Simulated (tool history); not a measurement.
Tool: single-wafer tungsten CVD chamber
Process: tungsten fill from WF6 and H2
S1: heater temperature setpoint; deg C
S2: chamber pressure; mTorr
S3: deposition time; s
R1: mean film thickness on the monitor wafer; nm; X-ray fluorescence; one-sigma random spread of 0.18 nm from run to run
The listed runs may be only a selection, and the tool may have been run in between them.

| run | hour | S1 | S2 | S3 | R1 |
|---|---|---|---|---|---|
| 1 | 0 | 375 | 39300 | 24.2 | 51.157 |
| 2 | 1.3 | 385 | 39300 | 24.2 | 62.148 |
| 3 | 8.9 | 379 | 38900 | 24.2 | 55.008 |
| 4 | 14.2 | 379 | 34400 | 24.2 | 52.362 |
| 5 | 15.9 | 379 | 34400 | 23.1 | 49.762 |
| 6 | 16.7 | 379 | 38200 | 23.1 | 52.314 |

What will run 7 give?
| 7 | 21.5 | 376 | 38000 | 23.1 | ? |

{"run 7": {"R1": 48.77}}
